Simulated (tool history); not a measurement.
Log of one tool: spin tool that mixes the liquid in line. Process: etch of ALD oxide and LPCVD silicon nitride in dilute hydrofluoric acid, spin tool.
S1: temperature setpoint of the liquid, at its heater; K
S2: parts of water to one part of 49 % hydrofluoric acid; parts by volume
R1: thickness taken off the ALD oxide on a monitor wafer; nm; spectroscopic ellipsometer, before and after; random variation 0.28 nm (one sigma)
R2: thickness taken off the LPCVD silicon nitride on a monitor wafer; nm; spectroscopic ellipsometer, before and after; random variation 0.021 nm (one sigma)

{"run": 1, "hour": 0.0, "S1": 294.15, "S2": 45, "time under the liquid (s)": 150, "R1": 55.971, "R2": 1.4314}
{"run": 2, "hour": 5.3, "S1": 293.65, "S2": 45, "time under the liquid (s)": 150, "R1": 55.078, "R2": 1.3933}
{"run": 3, "hour": 13.9, "S1": 295.15, "S2": 45, "time under the liquid (s)": 150, "R1": 59.072, "R2": 1.5491}
{"run": 4, "hour": 20.7, "S1": 295.15, "S2": 45, "time under the liquid (s)": 205, "R1": 80.277, "R2": 2.0971}
{"run": 5, "hour": 28.2, "S1": 294.65, "S2": 45, "time under the liquid (s)": 205, "R1": 78.506, "R2": 2.023}
{"run": 6, "hour": 33.9, "S1": 294.65, "S2": 45, "time under the liquid (s)": 150, "R1": 58.071, "R2": 1.4808}
{"run": 7, "hour": 36.9, "S1": 294.15, "S2": 45, "time under the liquid (s)": 150, "R1": 56.483, "R2": 1.3746}

Forecast run 8:
{"run": 8, "hour": 41.9, "S1": 293.65, "S2": 50, "time under the liquid (s)": 155, "R1": "?", "R2": "?"}

R1: 50.891 nm
R2: 1.2553 nm
